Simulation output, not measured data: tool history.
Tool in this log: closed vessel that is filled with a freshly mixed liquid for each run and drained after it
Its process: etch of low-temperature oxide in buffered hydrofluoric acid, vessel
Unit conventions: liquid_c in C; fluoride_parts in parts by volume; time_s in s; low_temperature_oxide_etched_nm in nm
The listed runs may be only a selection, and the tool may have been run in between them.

run	day	liquid_c	fluoride_parts	time_s	low_temperature_oxide_etched_nm
1	0	22	11	30	138.69
2	0.371	22	13	30	120.59
3	0.629	22	13	30	117.24
4	0.85	22	13	30	117.94
5	1.117	22	13	30	118.98
6	1.417	22	11	30	140.58
7	1.771	22	11	30	140.19
8	2.017	22.5	11	30	142.56
9	2.158	23	11	30	148.74

Predict the results of run 10:
10	2.317	23.5	11	30	?

{"run 10": {"low_temperature_oxide_etched_nm": 150.93}}

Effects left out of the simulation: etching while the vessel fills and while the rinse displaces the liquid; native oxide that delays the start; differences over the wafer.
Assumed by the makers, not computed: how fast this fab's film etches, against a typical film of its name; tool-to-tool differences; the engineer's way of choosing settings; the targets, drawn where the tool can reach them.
